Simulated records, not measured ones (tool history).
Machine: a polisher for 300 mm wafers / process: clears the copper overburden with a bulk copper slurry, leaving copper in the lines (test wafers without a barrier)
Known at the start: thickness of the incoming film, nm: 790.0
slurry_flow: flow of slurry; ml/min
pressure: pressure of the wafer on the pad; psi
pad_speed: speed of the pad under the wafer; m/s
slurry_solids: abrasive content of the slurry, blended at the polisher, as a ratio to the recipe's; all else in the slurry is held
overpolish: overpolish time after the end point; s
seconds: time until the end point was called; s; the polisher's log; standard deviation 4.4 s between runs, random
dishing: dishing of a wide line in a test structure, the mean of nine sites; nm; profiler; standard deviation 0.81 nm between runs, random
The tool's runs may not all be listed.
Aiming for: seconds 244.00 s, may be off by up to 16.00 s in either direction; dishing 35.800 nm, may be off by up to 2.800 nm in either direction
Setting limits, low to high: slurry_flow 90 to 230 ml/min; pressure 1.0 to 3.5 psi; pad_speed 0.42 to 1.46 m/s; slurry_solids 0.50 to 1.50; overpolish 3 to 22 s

run    day  slurry_flow  pressure  pad_speed  slurry_solids  overpolish  seconds  dishing
  1  0.000          150       2.2       0.94           1.00          11   133.61   39.946
  2  0.367          150       2.7       0.94           1.00          11   108.99   46.768
  3  0.592          125       2.7       0.94           1.00          11   111.09   44.883
  4  0.688          125       2.7       0.94           1.00           7   110.31   32.562
  5  0.975          125       2.3       0.92           1.00           9   134.27   34.734
  6  1.225          125       2.3       0.92           1.20           9   127.83   36.573
  7  1.521          125       2.0       0.88           1.20          10   149.67   34.221
  8  1.788          125       1.8       0.86           1.20          11   173.03   32.067
  9  1.992          125       1.7       0.86           1.20          12   181.21   33.317
 10  2.225          125       1.6       0.86           1.20          13   189.73   33.492
 11  2.379          125       1.5       0.86           1.20          14   203.37   33.516
 12  2.488          125       1.4       0.86           1.20          15   213.79   34.514
 13  2.554          125       1.4       0.86           1.20          16   216.29   34.781
 14  2.738          125       1.4       0.86           1.20          16   216.54   35.703

Of the 4 settings listed for the next run, only one would bring every result within its allowed miss of target. Which one?
  A  2.921          100       1.0       1.12           1.20          20        ?        ?
  B  2.921           90       1.3       0.88           1.25          14        ?        ?
  C  2.921          115       1.5       0.82           1.30          12        ?        ?
  D  2.921          130       1.6       0.78           1.20          16        ?        ?

move  seconds  dishing
   A   237.06   35.745
   B   237.03   29.162
   C   208.30   28.962
   D   204.88   35.869
A: meets every target
B: meets the target for the result that was furthest off, but another lies outside its allowed miss
C: moves away from the targets compared with the last run
D: moves away from the targets compared with the last run
The move that meets every target is A.
